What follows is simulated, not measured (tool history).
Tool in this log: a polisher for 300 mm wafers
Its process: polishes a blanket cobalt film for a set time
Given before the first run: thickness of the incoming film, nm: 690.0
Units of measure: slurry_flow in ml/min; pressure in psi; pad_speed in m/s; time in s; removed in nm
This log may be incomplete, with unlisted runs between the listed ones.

Run 1, hour 0.0: slurry_flow 220 ml/min, pressure 1.7 psi, pad_speed 1.18 m/s, time 18 s. Result: removed 76.881 nm.
Run 2, hour 6.5: slurry_flow 230 ml/min, pressure 1.8 psi, pad_speed 1.18 m/s, time 18 s. Result: removed 81.808 nm.
Run 3, hour 10.2: slurry_flow 235 ml/min, pressure 1.9 psi, pad_speed 1.18 m/s, time 18 s. Result: removed 86.772 nm.
Run 4, hour 12.2: slurry_flow 240 ml/min, pressure 1.9 psi, pad_speed 1.18 m/s, time 18 s. Result: removed 86.003 nm.
Run 5, hour 21.2: slurry_flow 240 ml/min, pressure 1.7 psi, pad_speed 1.18 m/s, time 18 s. Result: removed 76.660 nm.
Run 6, hour 22.5: slurry_flow 240 ml/min, pressure 1.7 psi, pad_speed 1.18 m/s, time 18 s. Result: removed 77.587 nm.

Predict the results of run 7:
Run 7, hour 27.2: slurry_flow 245 ml/min, pressure 1.8 psi, pad_speed 1.18 m/s, time 18 s. Result: removed ?.

Run 7 produced removed 81.948 nm.

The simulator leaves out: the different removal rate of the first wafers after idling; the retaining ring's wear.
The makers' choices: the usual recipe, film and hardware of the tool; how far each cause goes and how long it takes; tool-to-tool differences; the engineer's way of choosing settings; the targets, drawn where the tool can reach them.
